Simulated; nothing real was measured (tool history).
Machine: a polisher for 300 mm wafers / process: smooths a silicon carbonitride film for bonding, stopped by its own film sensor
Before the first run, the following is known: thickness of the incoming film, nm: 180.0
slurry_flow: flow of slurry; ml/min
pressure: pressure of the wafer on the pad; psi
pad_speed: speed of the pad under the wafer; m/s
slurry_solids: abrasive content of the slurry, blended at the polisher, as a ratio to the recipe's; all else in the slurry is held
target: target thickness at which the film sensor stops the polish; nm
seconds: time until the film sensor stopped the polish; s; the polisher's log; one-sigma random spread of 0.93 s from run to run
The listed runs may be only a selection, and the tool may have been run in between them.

{"run": 1, "day": 0.0, "slurry_flow": 200, "pressure": 1.8, "pad_speed": 0.98, "slurry_solids": 1, "target": 166, "seconds": 78.259}
{"run": 2, "day": 0.1, "slurry_flow": 200, "pressure": 2, "pad_speed": 0.98, "slurry_solids": 1, "target": 166, "seconds": 69.636}
{"run": 3, "day": 0.25, "slurry_flow": 200, "pressure": 2.3, "pad_speed": 0.98, "slurry_solids": 1, "target": 166, "seconds": 61.757}
{"run": 4, "day": 0.6, "slurry_flow": 200, "pressure": 2.1, "pad_speed": 0.98, "slurry_solids": 1, "target": 166, "seconds": 68.597}
{"run": 5, "day": 0.75, "slurry_flow": 200, "pressure": 2, "pad_speed": 0.98, "slurry_solids": 1, "target": 166, "seconds": 70.869}
{"run": 6, "day": 0.983, "slurry_flow": 200, "pressure": 2.4, "pad_speed": 0.98, "slurry_solids": 1, "target": 166, "seconds": 59.167}
{"run": 7, "day": 1.05, "slurry_flow": 190, "pressure": 1.9, "pad_speed": 0.94, "slurry_solids": 1, "target": 166, "seconds": 77.135}
{"day": 1.308, "done": "slurry nozzle cleaned"}
{"run": 8, "day": 1.308, "slurry_flow": 190, "pressure": 1.8, "pad_speed": 0.94, "slurry_solids": 1, "target": 166, "seconds": 73.349}

Expected results for the next run?
{"run": 9, "day": 1.392, "slurry_flow": 205, "pressure": 1.8, "pad_speed": 0.94, "slurry_solids": 1, "target": 166, "seconds": "?"}

{"run 9": {"seconds": 74.351}}

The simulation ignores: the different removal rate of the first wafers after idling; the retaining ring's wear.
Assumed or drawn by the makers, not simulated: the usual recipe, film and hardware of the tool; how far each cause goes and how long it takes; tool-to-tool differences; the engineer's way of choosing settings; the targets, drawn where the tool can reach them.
